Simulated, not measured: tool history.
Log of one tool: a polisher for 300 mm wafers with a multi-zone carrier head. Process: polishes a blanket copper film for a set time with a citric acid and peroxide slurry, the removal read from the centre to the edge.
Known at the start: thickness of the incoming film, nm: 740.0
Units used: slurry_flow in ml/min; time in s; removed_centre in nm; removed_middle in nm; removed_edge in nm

| run | hour | slurry_flow | centre_zone | middle_zone | edge_zone | slurry_solids | time | removed_centre | removed_middle | removed_edge |
|---|---|---|---|---|---|---|---|---|---|---|
| 1 | 0 | 235 | 1 | 1 | 1 | 1 | 46 | 137.84 | 139.91 | 141.96 |
| 2 | 3.1 | 235 | 1 | 1.01 | 0.97 | 0.9 | 43 | 126.57 | 129.13 | 126.96 |
| 3 | 8.9 | 235 | 0.99 | 1.01 | 0.95 | 0.85 | 41 | 119.53 | 125.34 | 118.71 |
| 4 | 14.9 | 235 | 0.99 | 1.01 | 0.91 | 0.85 | 41 | 117.88 | 123.61 | 116.49 |
| 5 | 21.7 | 235 | 0.98 | 1.01 | 0.9 | 0.8 | 39 | 110.04 | 116.87 | 108.22 |
| 6 | 23.6 | 235 | 0.97 | 1.01 | 0.89 | 0.75 | 38 | 104.73 | 110.35 | 104.35 |
| 7 | 28.4 | 235 | 0.97 | 1.02 | 0.88 | 0.7 | 37 | 101.63 | 106.71 | 97.852 |
| 8 | 35.8 | 210 | 0.88 | 1.02 | 0.81 | 0.5 | 34 | 78.625 | 90.667 | 80.583 |
| 9 | 42.5 | 220 | 0.89 | 1.02 | 0.81 | 0.5 | 34 | 79.368 | 92.338 | 82.458 |
| 10 | 45.2 | 220 | 0.9 | 1.02 | 0.81 | 0.5 | 34 | 80.287 | 91.635 | 80.02 |
| 11 | 47.3 | 255 | 0.93 | 1.03 | 0.84 | 0.55 | 34 | 86.181 | 98.098 | 87.44 |

Run 12 comes next. What will it give?
| 12 | 54.3 | 250 | 0.93 | 1.03 | 0.84 | 0.55 | 34 | ? | ? | ? |

{"run 12": {"removed_centre": 86.275, "removed_middle": 97.014, "removed_edge": 83.686}}
